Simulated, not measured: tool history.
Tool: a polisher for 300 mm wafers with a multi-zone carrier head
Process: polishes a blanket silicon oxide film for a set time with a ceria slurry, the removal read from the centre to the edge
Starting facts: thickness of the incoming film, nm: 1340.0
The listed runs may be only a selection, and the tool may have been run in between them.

run    day  flow of slurry (ml/min)  pressure of the head's centre zone  pressure of the head's middle zone  pressure of the head's edge zone  polishing time (s)  film removed at the wafer's centre (angstrom)  film removed at mid-radius (angstrom)  film removed at the wafer's edge (angstrom)
  1  0.000                      285                                1.00                                1.00                              1.00                  68                                         4819.4                                 4682.6                                       4701.7
  2  0.071                      285                                1.00                                0.94                              1.00                  68                                         4941.3                                 4430.0                                       4834.8
  3  0.396                      350                                1.00                                0.94                              1.00                  68                                         4926.9                                 4544.5                                       4846.2
  4  0.646                      350                                1.00                                0.94                              1.08                  68                                         4890.0                                 4553.1                                       5050.5
  5  0.950                      400                                1.00                                0.94                              1.08                  68                                         4987.9                                 4614.2                                       5115.5
  6  1.279                      400                                1.04                                0.97                              1.08                  70                                         5342.6                                 4768.4                                       5123.7
  7  1.358                      400                                1.06                                0.99                              1.08                  72                                         5520.7                                 5023.3                                       5380.7

Forecast run 8:
  8  1.704                      405                                1.09                                1.01                              1.06                  73                                              ?                                      ?                                            ?

film removed at the wafer's centre (angstrom): 5920.9
film removed at mid-radius (angstrom): 5209.9
film removed at the wafer's edge (angstrom): 5425.4

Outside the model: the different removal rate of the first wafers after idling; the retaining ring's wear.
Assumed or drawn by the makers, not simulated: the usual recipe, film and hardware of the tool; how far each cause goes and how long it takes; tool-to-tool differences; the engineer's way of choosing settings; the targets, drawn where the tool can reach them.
